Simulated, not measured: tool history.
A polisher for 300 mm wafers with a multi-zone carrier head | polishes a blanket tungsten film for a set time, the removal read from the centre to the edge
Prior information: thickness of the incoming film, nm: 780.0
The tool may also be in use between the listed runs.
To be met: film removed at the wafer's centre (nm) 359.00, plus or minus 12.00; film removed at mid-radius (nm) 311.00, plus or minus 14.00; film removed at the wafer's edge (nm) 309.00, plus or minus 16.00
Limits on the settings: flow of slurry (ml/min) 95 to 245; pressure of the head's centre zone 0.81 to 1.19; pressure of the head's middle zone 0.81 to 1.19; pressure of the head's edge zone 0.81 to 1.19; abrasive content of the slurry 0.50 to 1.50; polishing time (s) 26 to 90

| run | hour | flow of slurry (ml/min) | pressure of the head's centre zone | pressure of the head's middle zone | pressure of the head's edge zone | abrasive content of the slurry | polishing time (s) | film removed at the wafer's centre (nm) | film removed at mid-radius (nm) | film removed at the wafer's edge (nm) |
|---|---|---|---|---|---|---|---|---|---|---|
| 1 | 0.0 | 155 | 1.00 | 1.00 | 1.00 | 1.00 | 58 | 291.13 | 298.43 | 289.56 |
| 2 | 1.0 | 155 | 1.00 | 1.00 | 1.07 | 1.00 | 58 | 293.07 | 296.02 | 299.61 |
| 3 | 2.9 | 165 | 1.03 | 1.00 | 1.07 | 1.00 | 58 | 304.01 | 302.33 | 300.64 |
| 4 | 5.1 | 125 | 1.03 | 1.00 | 1.07 | 1.00 | 58 | 292.08 | 291.93 | 287.65 |
| 5 | 10.6 | 135 | 1.06 | 1.00 | 1.08 | 1.00 | 58 | 304.22 | 289.23 | 296.93 |
| 6 | 11.2 | 135 | 1.06 | 1.00 | 1.08 | 1.15 | 58 | 313.10 | 305.94 | 303.46 |
| 7 | 15.0 | 145 | 1.08 | 1.00 | 1.07 | 1.15 | 58 | 323.99 | 310.29 | 309.89 |
| 8 | 18.9 | 150 | 1.10 | 1.00 | 1.06 | 1.15 | 58 | 336.25 | 309.14 | 313.40 |
| 9 | 24.6 | 155 | 1.11 | 1.01 | 1.05 | 1.15 | 58 | 337.21 | 311.16 | 306.64 |
| 10 | 31.9 | 160 | 1.12 | 1.01 | 1.05 | 1.15 | 58 | 342.24 | 316.23 | 317.87 |
| 11 | 34.5 | 160 | 1.13 | 1.01 | 1.03 | 1.15 | 58 | 343.46 | 315.45 | 303.49 |

Consider the 5 candidate settings below. Which is the only one whose results all fall within their allowed miss of target?
| A | 37.1 | 155 | 1.07 | 1.00 | 1.11 | 1.20 | 57 | ? | ? | ? |
| B | 37.1 | 140 | 1.10 | 1.15 | 1.05 | 1.20 | 58 | ? | ? | ? |
| C | 37.1 | 145 | 1.10 | 1.10 | 1.03 | 1.10 | 60 | ? | ? | ? |
| D | 37.1 | 155 | 1.14 | 0.96 | 0.96 | 1.30 | 59 | ? | ? | ? |
| E | 37.1 | 150 | 1.06 | 1.08 | 1.02 | 1.15 | 57 | ? | ? | ? |

| move | film removed at the wafer's centre (nm) | film removed at mid-radius (nm) | film removed at the wafer's edge (nm) |
|---|---|---|---|
| A | 322.69 | 316.64 | 316.62 |
| B | 332.76 | 355.23 | 309.67 |
| C | 337.76 | 347.81 | 311.04 |
| D | 363.87 | 324.50 | 312.16 |
| E | 314.53 | 331.22 | 298.78 |
A: moves away from the targets compared with the last run
B: moves away from the targets compared with the last run
C: moves away from the targets compared with the last run
D: each result inside its tolerance
E: moves away from the targets compared with the last run
Move D is the one to make.
